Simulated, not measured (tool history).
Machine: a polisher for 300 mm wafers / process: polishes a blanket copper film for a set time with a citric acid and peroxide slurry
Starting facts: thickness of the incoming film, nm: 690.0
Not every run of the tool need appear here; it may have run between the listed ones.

run,hour,flow of slurry (ml/min),pressure of the wafer on the pad (kPa),speed of the pad under the wafer (m/s),abrasive content of the slurry,polishing time (s),film removed (angstrom)
1,0,230,19.3,1.3,1,101,2939.1
2,4.6,230,17.9,1.26,1,101,2608
3,11.6,210,17.9,1.26,1,101,2592.1
4,18.8,210,16.5,1.24,1,101,2341
5,23.8,210,18.6,1.24,1,101,2638.1
6,25.6,210,18.6,1.06,1,101,2295.4
7,31.6,210,17.9,1.06,1,101,2189.8
8,39.4,210,17.2,1.06,1,101,2161.3

Forecast run 9:
9,41.8,210,16.5,1.06,1,101,?

film removed (angstrom): 1984.6

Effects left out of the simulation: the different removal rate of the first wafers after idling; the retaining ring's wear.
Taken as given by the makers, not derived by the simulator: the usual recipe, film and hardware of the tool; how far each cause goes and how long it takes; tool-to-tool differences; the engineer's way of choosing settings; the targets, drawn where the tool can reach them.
